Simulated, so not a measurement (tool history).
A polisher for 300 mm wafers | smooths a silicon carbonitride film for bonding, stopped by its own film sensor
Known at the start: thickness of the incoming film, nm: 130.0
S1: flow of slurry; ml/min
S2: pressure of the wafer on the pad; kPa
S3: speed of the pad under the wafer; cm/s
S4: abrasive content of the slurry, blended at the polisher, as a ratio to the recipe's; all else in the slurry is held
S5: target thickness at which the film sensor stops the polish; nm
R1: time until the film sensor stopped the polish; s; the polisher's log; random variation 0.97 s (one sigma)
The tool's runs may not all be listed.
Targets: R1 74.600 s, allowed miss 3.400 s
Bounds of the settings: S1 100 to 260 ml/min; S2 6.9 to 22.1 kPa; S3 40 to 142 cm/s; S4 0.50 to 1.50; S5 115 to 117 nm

{"run": 1, "hour": 0.0, "S1": 165, "S2": 14.5, "S3": 90, "S4": 1.0, "S5": 115, "R1": 50.782}
{"run": 2, "hour": 6.2, "S1": 165, "S2": 14.5, "S3": 90, "S4": 1.0, "S5": 115, "R1": 50.778}
{"run": 3, "hour": 14.5, "S1": 165, "S2": 13.1, "S3": 90, "S4": 1.0, "S5": 115, "R1": 56.684}
{"run": 4, "hour": 19.5, "S1": 180, "S2": 13.1, "S3": 90, "S4": 1.0, "S5": 115, "R1": 53.427}
{"run": 5, "hour": 26.4, "S1": 180, "S2": 13.1, "S3": 90, "S4": 1.0, "S5": 117, "R1": 47.928}
{"run": 6, "hour": 33.3, "S1": 165, "S2": 11.7, "S3": 90, "S4": 1.0, "S5": 117, "R1": 54.278}
{"run": 7, "hour": 36.4, "S1": 165, "S2": 11.7, "S3": 90, "S4": 1.0, "S5": 117, "R1": 54.592}
{"run": 8, "hour": 39.4, "S1": 160, "S2": 7.6, "S3": 86, "S4": 1.0, "S5": 117, "R1": 82.85}
{"run": 9, "hour": 47.4, "S1": 165, "S2": 7.6, "S3": 86, "S4": 1.0, "S5": 117, "R1": 82.035}
{"run": 10, "hour": 55.6, "S1": 170, "S2": 7.6, "S3": 86, "S4": 1.0, "S5": 117, "R1": 82.501}

Which of these 5 next moves meets every target?
{"run": "A", "hour": 63.8, "S1": 160, "S2": 6.9, "S3": 88, "S4": 1.05, "S5": 116, "R1": "?"}
{"run": "B", "hour": 63.8, "S1": 175, "S2": 7.6, "S3": 94, "S4": 1.1, "S5": 117, "R1": "?"}
{"run": "C", "hour": 63.8, "S1": 135, "S2": 13.8, "S3": 58, "S4": 1.05, "S5": 117, "R1": "?"}
{"run": "D", "hour": 63.8, "S1": 105, "S2": 9.0, "S3": 74, "S4": 1.1, "S5": 117, "R1": "?"}
{"run": "E", "hour": 63.8, "S1": 195, "S2": 7.6, "S3": 94, "S4": 0.85, "S5": 116, "R1": "?"}

move=A R1=92.598
move=B R1=72.773
move=C R1=65.061
move=D R1=81.150
move=E R1=85.961
A: further off than the last run
B: meets every target
C: takes the result that was furthest off past its target
D: nearer than the last run, and not there yet
E: further off than the last run
Answer: B
